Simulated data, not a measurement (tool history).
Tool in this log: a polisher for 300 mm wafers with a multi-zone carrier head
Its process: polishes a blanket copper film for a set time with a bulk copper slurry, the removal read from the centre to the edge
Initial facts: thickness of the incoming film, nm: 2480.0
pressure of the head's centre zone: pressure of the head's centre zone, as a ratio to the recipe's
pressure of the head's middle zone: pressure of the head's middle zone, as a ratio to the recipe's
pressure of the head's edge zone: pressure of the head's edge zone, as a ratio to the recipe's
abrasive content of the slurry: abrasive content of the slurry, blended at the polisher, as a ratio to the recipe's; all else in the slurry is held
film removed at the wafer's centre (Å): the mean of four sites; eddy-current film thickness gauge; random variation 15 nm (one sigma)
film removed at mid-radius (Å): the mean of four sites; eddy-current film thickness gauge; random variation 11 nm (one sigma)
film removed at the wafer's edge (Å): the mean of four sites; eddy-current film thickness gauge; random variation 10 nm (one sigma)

| run | hour | flow of slurry (ml/min) | pressure of the head's centre zone | pressure of the head's middle zone | pressure of the head's edge zone | abrasive content of the slurry | polishing time (s) | film removed at the wafer's centre (Å) | film removed at mid-radius (Å) | film removed at the wafer's edge (Å) |
|---|---|---|---|---|---|---|---|---|---|---|
| 1 | 0 | 210 | 1 | 1 | 1 | 1 | 77 | 10555 | 9920.9 | 10092 |
| 2 | 8.6 | 215 | 1 | 0.97 | 1.06 | 1.15 | 81 | 11498 | 10404 | 11312 |
| 3 | 12.3 | 215 | 1 | 0.97 | 1.06 | 1.15 | 68 | 9653.2 | 8794.7 | 9586.7 |
| 4 | 14.2 | 220 | 1 | 0.96 | 1.1 | 1.25 | 75 | 10940 | 9778.4 | 10826 |
| 5 | 19.9 | 220 | 1 | 0.96 | 1.1 | 1.25 | 57 | 8201.1 | 7431.7 | 8312 |
| 6 | 24 | 200 | 1 | 0.96 | 1.1 | 1.25 | 57 | 8031 | 7398.6 | 8269.5 |
|  | 30.8 | centre zone pressure recalibrated |
| 7 | 30.8 | 210 | 0.99 | 0.94 | 1.13 | 1.3 | 68 | 9150.1 | 8780 | 10036 |
| 8 | 34.4 | 220 | 1.01 | 0.92 | 1.15 | 1.35 | 75 | 10486 | 9506.2 | 11165 |
| 9 | 41 | 230 | 1.02 | 0.91 | 1.16 | 1.4 | 80 | 11254 | 10212 | 12137 |

Expected results for the next run?
| 10 | 43.1 | 240 | 1.04 | 0.91 | 1.17 | 1.45 | 84 | ? | ? | ? |

film removed at the wafer's centre (Å): 12233
film removed at mid-radius (Å): 10929
film removed at the wafer's edge (Å): 13194
